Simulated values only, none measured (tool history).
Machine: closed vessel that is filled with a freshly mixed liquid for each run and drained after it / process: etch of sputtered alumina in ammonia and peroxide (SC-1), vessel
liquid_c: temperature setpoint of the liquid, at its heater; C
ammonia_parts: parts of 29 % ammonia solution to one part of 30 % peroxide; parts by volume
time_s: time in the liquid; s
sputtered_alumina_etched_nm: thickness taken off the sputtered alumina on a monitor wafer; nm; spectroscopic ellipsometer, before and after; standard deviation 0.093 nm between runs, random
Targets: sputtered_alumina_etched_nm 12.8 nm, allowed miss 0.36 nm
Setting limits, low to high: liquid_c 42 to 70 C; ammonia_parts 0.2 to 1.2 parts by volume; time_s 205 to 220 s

run,day,liquid_c,ammonia_parts,time_s,sputtered_alumina_etched_nm
1,0,58,0.7,205,19.466
2,0.375,64,0.7,205,26.37
3,0.729,59,0.7,205,20.902
4,0.821,59,0.6,205,20.172
5,1.104,59,0.6,220,21.77
6,1.483,57.5,0.6,220,20.114
7,1.758,56,0.6,220,18.914
8,1.958,48,0.55,220,11.886

Next run, 4 choices. One meets every target within its allowed miss, the rest don't. Which?
A,2.158,46,0.6,215,?
B,2.158,49,0.6,210,?
C,2.158,50.5,0.25,220,?
D,2.158,48.5,0.45,215,?

move,sputtered_alumina_etched_nm
A,10.628
B,12.279
C,12.855
D,11.897
A: further off than the last run
B: gains on the last run, yet a result remains outside its allowed miss
C: hits every target within its allowed miss
D: no nearer and no further than the last run
So the answer is move C, the one that meets all the targets.
